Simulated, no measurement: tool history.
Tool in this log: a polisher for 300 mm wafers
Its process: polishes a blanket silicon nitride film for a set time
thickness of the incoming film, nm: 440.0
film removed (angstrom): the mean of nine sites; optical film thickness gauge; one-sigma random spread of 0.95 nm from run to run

run,hour,flow of slurry (ml/min),pressure of the wafer on the pad (psi),speed of the pad under the wafer (cm/s),polishing time (s),film removed (angstrom)
1,0.0,310,2.4,94,70,619.94
2,7.8,240,2.4,94,70,594.18
3,14.8,245,2.5,94,70,619.64
4,23.1,245,2.3,94,70,557.28
5,28.1,245,2.3,72,70,470.64
6,33.9,255,2.5,72,70,497.66

Predict the results of run 7:
7,42.4,260,2.7,74,70,?

{"run 7": {"film removed (angstrom)": 560.55}}

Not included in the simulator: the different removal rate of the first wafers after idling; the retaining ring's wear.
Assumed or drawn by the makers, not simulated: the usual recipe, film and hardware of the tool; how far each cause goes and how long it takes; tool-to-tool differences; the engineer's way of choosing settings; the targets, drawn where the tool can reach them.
